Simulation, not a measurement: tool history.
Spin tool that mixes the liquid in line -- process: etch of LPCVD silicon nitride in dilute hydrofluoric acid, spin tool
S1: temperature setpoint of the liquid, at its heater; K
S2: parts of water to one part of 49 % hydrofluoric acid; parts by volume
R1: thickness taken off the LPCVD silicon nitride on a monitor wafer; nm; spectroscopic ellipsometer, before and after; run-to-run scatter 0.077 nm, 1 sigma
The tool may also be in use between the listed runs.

run 1 hour=0 | S1=297.15 S2=70 time_under_the_liquid_(s)=315 | R1=2.2646
run 2 hour=2.8 | S1=295.15 S2=70 time_under_the_liquid_(s)=315 | R1=1.9567
run 3 hour=6.2 | S1=295.15 S2=70 time_under_the_liquid_(s)=335 | R1=2.091
run 4 hour=13 | S1=292.65 S2=70 time_under_the_liquid_(s)=335 | R1=1.7643
run 5 hour=15.9 | S1=294.65 S2=70 time_under_the_liquid_(s)=335 | R1=2.0435
run 6 hour=22.3 | S1=294.65 S2=85 time_under_the_liquid_(s)=335 | R1=1.6988

Run 7 comes next. What will it give?
run 7 hour=26 | S1=296.65 S2=80 time_under_the_liquid_(s)=335 | R1=?

{"run 7": {"R1": 2.0364}}
